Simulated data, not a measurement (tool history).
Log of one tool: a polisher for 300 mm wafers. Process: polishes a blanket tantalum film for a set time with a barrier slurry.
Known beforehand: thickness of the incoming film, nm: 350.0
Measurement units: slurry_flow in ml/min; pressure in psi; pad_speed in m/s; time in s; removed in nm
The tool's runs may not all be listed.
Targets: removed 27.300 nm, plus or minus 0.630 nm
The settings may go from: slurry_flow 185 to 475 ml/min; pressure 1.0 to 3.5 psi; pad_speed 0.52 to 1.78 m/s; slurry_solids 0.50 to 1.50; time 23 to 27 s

run  hour  slurry_flow  pressure  pad_speed  slurry_solids  time  removed
  1   0.0          305       2.2       1.14           1.00    27   48.287
  2   4.9          305       2.0       1.14           1.00    27   44.183
  3  13.3          240       2.0       1.14           1.00    27   43.854
  4  14.5          240       1.8       1.14           1.00    27   39.623
  5  22.4          310       1.8       1.14           1.00    27   40.287
  6  24.6          375       1.8       1.14           1.00    27   41.006
  7  28.9          360       1.2       1.08           1.00    27   26.160
  8  32.5          360       1.3       1.08           1.00    27   28.378
  9  33.5          355       1.2       1.08           1.00    27   26.353

Of the 5 settings listed for the next run, only one would bring every result within its allowed miss of target. Which one?
  A  34.5          380       1.3       1.06           1.10    26        ?
  B  34.5          410       1.0       1.16           1.30    27        ?
  C  34.5          345       1.1       1.10           1.00    27        ?
  D  34.5          305       1.3       1.16           0.85    24        ?
  E  34.5          400       1.3       1.08           0.75    27        ?

move  removed
   A   27.612
   B   25.593
   C   24.555
   D   25.398
   E   26.109
A: every result lands within tolerance
B: moves away from the targets compared with the last run
C: moves away from the targets compared with the last run
D: moves away from the targets compared with the last run
E: moves away from the targets compared with the last run
So the answer is move A, the one that meets all the targets.
